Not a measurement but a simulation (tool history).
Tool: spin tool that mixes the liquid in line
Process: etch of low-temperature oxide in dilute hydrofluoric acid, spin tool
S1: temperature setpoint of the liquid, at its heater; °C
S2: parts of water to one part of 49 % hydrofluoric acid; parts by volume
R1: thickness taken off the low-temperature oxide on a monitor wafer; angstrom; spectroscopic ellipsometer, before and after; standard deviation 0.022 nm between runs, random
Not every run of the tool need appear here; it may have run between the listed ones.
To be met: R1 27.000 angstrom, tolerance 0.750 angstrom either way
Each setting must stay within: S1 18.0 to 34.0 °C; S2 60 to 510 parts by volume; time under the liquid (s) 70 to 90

Run 1, hour 0.0: S1 26.0 °C, S2 285 parts by volume, time under the liquid (s) 90. Result: R1 42.366 angstrom.
Run 2, hour 2.5: S1 26.0 °C, S2 185 parts by volume, time under the liquid (s) 90. Result: R1 72.812 angstrom.
Run 3, hour 4.7: S1 29.0 °C, S2 185 parts by volume, time under the liquid (s) 90. Result: R1 82.192 angstrom.
Run 4, hour 10.4: S1 29.0 °C, S2 230 parts by volume, time under the liquid (s) 90. Result: R1 60.640 angstrom.
Run 5, hour 12.5: S1 27.5 °C, S2 255 parts by volume, time under the liquid (s) 90. Result: R1 51.111 angstrom.
Run 6, hour 14.6: S1 26.0 °C, S2 270 parts by volume, time under the liquid (s) 90. Result: R1 46.099 angstrom.
Run 7, hour 21.1: S1 24.5 °C, S2 285 parts by volume, time under the liquid (s) 90. Result: R1 40.395 angstrom.
Run 8, hour 25.1: S1 24.5 °C, S2 285 parts by volume, time under the liquid (s) 90. Result: R1 40.363 angstrom.
Run 9, hour 25.9: S1 23.5 °C, S2 295 parts by volume, time under the liquid (s) 90. Result: R1 37.301 angstrom.
Run 10, hour 34.5: S1 22.5 °C, S2 300 parts by volume, time under the liquid (s) 90. Result: R1 35.264 angstrom.
Run 11, hour 37.4: S1 21.5 °C, S2 305 parts by volume, time under the liquid (s) 90. Result: R1 33.120 angstrom.
Run 12, hour 38.6: S1 21.0 °C, S2 310 parts by volume, time under the liquid (s) 90. Result: R1 31.920 angstrom.
Run 13, hour 40.2: S1 20.5 °C, S2 315 parts by volume, time under the liquid (s) 90. Result: R1 30.484 angstrom.

4 next moves are on the table. One of them brings every result within its allowed miss. Which?
Run A, hour 41.8: S1 21.5 °C, S2 275 parts by volume, time under the liquid (s) 90. Result: R1 ?.
Run B, hour 41.8: S1 19.5 °C, S2 325 parts by volume, time under the liquid (s) 80. Result: R1 ?.
Run C, hour 41.8: S1 19.5 °C, S2 230 parts by volume, time under the liquid (s) 70. Result: R1 ?.
Run D, hour 41.8: S1 20.0 °C, S2 300 parts by volume, time under the liquid (s) 75. Result: R1 ?.

move      R1
   A  37.700
   B  25.206
   C  33.951
   D  26.649
A: moves away from the targets compared with the last run
B: takes the result that was furthest off past its target
C: moves away from the targets compared with the last run
D: meets every target
Move D is the one to make.
